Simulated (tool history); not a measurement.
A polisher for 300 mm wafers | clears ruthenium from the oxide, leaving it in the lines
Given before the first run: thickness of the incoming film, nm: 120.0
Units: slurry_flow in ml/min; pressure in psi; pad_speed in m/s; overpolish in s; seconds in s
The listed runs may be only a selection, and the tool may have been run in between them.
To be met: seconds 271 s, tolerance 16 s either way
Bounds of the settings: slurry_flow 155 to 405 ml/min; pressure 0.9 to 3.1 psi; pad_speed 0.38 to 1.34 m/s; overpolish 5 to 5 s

{"run": 1, "day": 0.0, "slurry_flow": 260, "pressure": 2, "pad_speed": 0.86, "overpolish": 5, "seconds": 133.64}
{"run": 2, "day": 0.229, "slurry_flow": 305, "pressure": 2, "pad_speed": 0.86, "overpolish": 5, "seconds": 132.5}
{"run": 3, "day": 0.504, "slurry_flow": 340, "pressure": 2, "pad_speed": 0.86, "overpolish": 5, "seconds": 133.56}
{"run": 4, "day": 0.842, "slurry_flow": 340, "pressure": 1.8, "pad_speed": 0.86, "overpolish": 5, "seconds": 146.13}
{"run": 5, "day": 0.867, "slurry_flow": 340, "pressure": 1.8, "pad_speed": 0.86, "overpolish": 5, "seconds": 146.68}
{"run": 6, "day": 1.104, "slurry_flow": 340, "pressure": 1.5, "pad_speed": 0.8, "overpolish": 5, "seconds": 178.12}
{"run": 7, "day": 1.188, "slurry_flow": 335, "pressure": 0.9, "pad_speed": 0.62, "overpolish": 5, "seconds": 341.82}
{"run": 8, "day": 1.529, "slurry_flow": 335, "pressure": 1, "pad_speed": 0.62, "overpolish": 5, "seconds": 329.07}
{"run": 9, "day": 1.629, "slurry_flow": 335, "pressure": 1.1, "pad_speed": 0.62, "overpolish": 5, "seconds": 295.5}

Pick the move, out of 4, that brings all results within their allowed miss; only one does.
{"run": "A", "day": 1.729, "slurry_flow": 290, "pressure": 1.4, "pad_speed": 0.5, "overpolish": 5, "seconds": "?"}
{"run": "B", "day": 1.729, "slurry_flow": 300, "pressure": 1.5, "pad_speed": 0.54, "overpolish": 5, "seconds": "?"}
{"run": "C", "day": 1.729, "slurry_flow": 365, "pressure": 1, "pad_speed": 0.56, "overpolish": 5, "seconds": "?"}
{"run": "D", "day": 1.729, "slurry_flow": 275, "pressure": 1.1, "pad_speed": 0.62, "overpolish": 5, "seconds": "?"}

move=A seconds=300.03
move=B seconds=262.58
move=C seconds=344.36
move=D seconds=297.87
A: the biggest miss grows against the last run
B: every result within its allowed miss
C: the biggest miss grows against the last run
D: the biggest miss grows against the last run
Correct choice: B, which meets every target

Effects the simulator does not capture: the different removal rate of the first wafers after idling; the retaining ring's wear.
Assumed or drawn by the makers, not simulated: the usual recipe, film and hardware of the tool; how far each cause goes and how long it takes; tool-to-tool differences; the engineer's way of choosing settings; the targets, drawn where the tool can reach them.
